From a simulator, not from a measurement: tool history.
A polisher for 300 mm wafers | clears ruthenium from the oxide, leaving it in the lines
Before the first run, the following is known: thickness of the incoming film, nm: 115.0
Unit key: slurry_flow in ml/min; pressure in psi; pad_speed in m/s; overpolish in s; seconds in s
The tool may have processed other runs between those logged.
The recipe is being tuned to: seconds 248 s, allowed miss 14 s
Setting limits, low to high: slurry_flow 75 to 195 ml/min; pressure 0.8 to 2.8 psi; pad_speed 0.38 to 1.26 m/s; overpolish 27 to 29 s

{"run": 1, "hour": 0.0, "slurry_flow": 125, "pressure": 1.8, "pad_speed": 0.82, "overpolish": 27, "seconds": 136.65}
{"run": 2, "hour": 1.5, "slurry_flow": 125, "pressure": 1.8, "pad_speed": 0.82, "overpolish": 29, "seconds": 137.67}
{"run": 3, "hour": 3.1, "slurry_flow": 125, "pressure": 1.5, "pad_speed": 0.82, "overpolish": 29, "seconds": 166.29}
{"run": 4, "hour": 7.5, "slurry_flow": 125, "pressure": 1.5, "pad_speed": 0.98, "overpolish": 29, "seconds": 140.77}
{"run": 5, "hour": 14.4, "slurry_flow": 120, "pressure": 1.3, "pad_speed": 0.94, "overpolish": 29, "seconds": 169.09}
{"run": 6, "hour": 20.2, "slurry_flow": 120, "pressure": 1.3, "pad_speed": 1.06, "overpolish": 29, "seconds": 156.67}
{"run": 7, "hour": 24.9, "slurry_flow": 115, "pressure": 1.1, "pad_speed": 1.02, "overpolish": 29, "seconds": 190.45}
{"hour": 27.2, "done": "slurry nozzle cleaned"}
{"run": 8, "hour": 27.2, "slurry_flow": 115, "pressure": 1.1, "pad_speed": 1.02, "overpolish": 29, "seconds": 177.92}
{"run": 9, "hour": 29.3, "slurry_flow": 105, "pressure": 0.8, "pad_speed": 0.88, "overpolish": 29, "seconds": 263.08}
{"run": 10, "hour": 33.4, "slurry_flow": 110, "pressure": 0.8, "pad_speed": 0.88, "overpolish": 29, "seconds": 265.61}

Below are 4 possible settings for the next run. Only one of them brings all results inside the allowed miss of their targets. Which is it?
{"run": "A", "hour": 37.5, "slurry_flow": 75, "pressure": 0.8, "pad_speed": 0.86, "overpolish": 27, "seconds": "?"}
{"run": "B", "hour": 37.5, "slurry_flow": 105, "pressure": 0.9, "pad_speed": 1.02, "overpolish": 29, "seconds": "?"}
{"run": "C", "hour": 37.5, "slurry_flow": 130, "pressure": 0.8, "pad_speed": 0.94, "overpolish": 29, "seconds": "?"}
{"run": "D", "hour": 37.5, "slurry_flow": 80, "pressure": 0.8, "pad_speed": 0.84, "overpolish": 29, "seconds": "?"}

move=A seconds=301.77
move=B seconds=218.65
move=C seconds=251.29
move=D seconds=303.07
A: misses by more than the last run did
B: the result that was furthest off in the last run now lies on the other side of its target
C: each result inside its tolerance
D: misses by more than the last run did
The move that meets every target is C.

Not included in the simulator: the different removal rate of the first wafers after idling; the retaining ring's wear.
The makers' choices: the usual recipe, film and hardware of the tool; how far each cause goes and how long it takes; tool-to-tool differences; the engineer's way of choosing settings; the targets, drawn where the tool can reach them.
